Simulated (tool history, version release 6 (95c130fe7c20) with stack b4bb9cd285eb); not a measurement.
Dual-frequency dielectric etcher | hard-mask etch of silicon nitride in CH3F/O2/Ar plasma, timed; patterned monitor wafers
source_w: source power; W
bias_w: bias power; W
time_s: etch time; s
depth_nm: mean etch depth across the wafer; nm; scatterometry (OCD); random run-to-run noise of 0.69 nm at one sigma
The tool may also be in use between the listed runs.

| run | hour | source_w | bias_w | time_s | depth_nm |
|---|---|---|---|---|---|
| 1 | 0 | 460 | 82 | 130.5 | 101.14 |
| 2 | 8.4 | 460 | 73 | 130.5 | 98.3 |
| 3 | 16.6 | 460 | 66 | 130.5 | 93.615 |
| 4 | 21.5 | 460 | 59 | 130.5 | 90.863 |
| 5 | 25 | 490 | 62 | 130.5 | 94.895 |
| 6 | 28.1 | 490 | 62 | 119 | 86.599 |
| 7 | 35.1 | 510 | 69 | 120 | 93.414 |
| 8 | 37.5 | 530 | 72 | 120.5 | 95.983 |
| 9 | 43.6 | 550 | 75 | 121 | 99.853 |
| 10 | 44.6 | 570 | 77 | 121.5 | 102.67 |

What does the tool deliver on the next run?
| 11 | 47.8 | 580 | 79 | 122 | ? |

{"run 11": {"depth_nm": 106.33}}
